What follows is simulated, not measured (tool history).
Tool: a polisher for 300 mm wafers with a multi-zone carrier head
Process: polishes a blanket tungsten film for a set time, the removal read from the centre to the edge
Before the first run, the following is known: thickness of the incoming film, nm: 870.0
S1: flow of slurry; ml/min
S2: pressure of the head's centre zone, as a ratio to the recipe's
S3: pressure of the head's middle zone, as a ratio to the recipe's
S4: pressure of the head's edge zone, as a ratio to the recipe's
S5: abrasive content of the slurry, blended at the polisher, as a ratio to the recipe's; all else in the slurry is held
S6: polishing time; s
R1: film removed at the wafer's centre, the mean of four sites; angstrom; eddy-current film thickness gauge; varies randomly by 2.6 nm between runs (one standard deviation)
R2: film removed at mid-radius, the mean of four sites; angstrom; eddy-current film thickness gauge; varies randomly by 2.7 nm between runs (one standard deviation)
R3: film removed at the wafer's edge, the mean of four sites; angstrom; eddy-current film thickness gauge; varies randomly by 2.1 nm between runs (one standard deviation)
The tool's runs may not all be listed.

run 1 hour=0 | S1=190 S2=1 S3=1 S4=1 S5=1 S6=34 | R1=1590.6 R2=1523.7 R3=1568.9
run 2 hour=7.7 | S1=190 S2=0.92 S3=1 S4=1 S5=1 S6=34 | R1=1455 R2=1605 R3=1546.3
run 3 hour=8.9 | S1=190 S2=0.92 S3=1 S4=1.08 S5=1 S6=34 | R1=1480.3 R2=1554.2 R3=1642.9
run 4 hour=15.6 | S1=160 S2=0.92 S3=1 S4=1.08 S5=1 S6=34 | R1=1447.6 R2=1561.1 R3=1607.3
run 5 hour=23.5 | S1=160 S2=0.92 S3=1 S4=1.08 S5=1 S6=29 | R1=1233.8 R2=1297.1 R3=1350.5
run 6 hour=30.8 | S1=160 S2=0.92 S3=1 S4=1.08 S5=0.8 S6=29 | R1=1188.7 R2=1227.5 R3=1326.1
run 7 hour=36.9 | S1=165 S2=0.95 S3=1.02 S4=1.09 S5=0.9 S6=30 | R1=1290.3 R2=1372.7 R3=1403.3

Expected results for the next run?
run 8 hour=39.7 | S1=205 S2=1.05 S3=0.97 S4=1.16 S5=1.15 S6=39 | R1=? R2=? R3=?

R1: 2042.1 angstrom
R2: 1845.8 angstrom
R3: 2022.4 angstrom

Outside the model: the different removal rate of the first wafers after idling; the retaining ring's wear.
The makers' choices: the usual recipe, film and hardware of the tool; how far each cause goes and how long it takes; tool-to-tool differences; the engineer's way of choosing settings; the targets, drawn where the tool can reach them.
